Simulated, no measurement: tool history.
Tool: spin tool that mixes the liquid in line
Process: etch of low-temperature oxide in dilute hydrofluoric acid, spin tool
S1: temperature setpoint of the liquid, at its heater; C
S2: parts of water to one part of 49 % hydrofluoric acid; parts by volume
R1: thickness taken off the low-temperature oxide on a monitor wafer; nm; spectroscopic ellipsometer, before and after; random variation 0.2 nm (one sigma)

{"run": 1, "hour": 0.0, "S1": 21.0, "S2": 210, "time under the liquid (s)": 280, "R1": 17.314}
{"run": 2, "hour": 3.5, "S1": 23.0, "S2": 190, "time under the liquid (s)": 280, "R1": 20.89}
{"run": 3, "hour": 10.1, "S1": 24.5, "S2": 175, "time under the liquid (s)": 280, "R1": 24.216}
{"run": 4, "hour": 19.0, "S1": 25.5, "S2": 165, "time under the liquid (s)": 280, "R1": 27.144}
{"run": 5, "hour": 26.3, "S1": 26.5, "S2": 160, "time under the liquid (s)": 280, "R1": 29.378}
{"run": 6, "hour": 27.1, "S1": 26.5, "S2": 160, "time under the liquid (s)": 300, "R1": 30.918}
{"run": 7, "hour": 35.1, "S1": 27.0, "S2": 160, "time under the liquid (s)": 300, "R1": 31.422}
{"run": 8, "hour": 39.9, "S1": 27.5, "S2": 160, "time under the liquid (s)": 300, "R1": 32.465}

Forecast run 9:
{"run": 9, "hour": 46.2, "S1": 28.0, "S2": 160, "time under the liquid (s)": 300, "R1": "?"}

R1: 32.969 nm
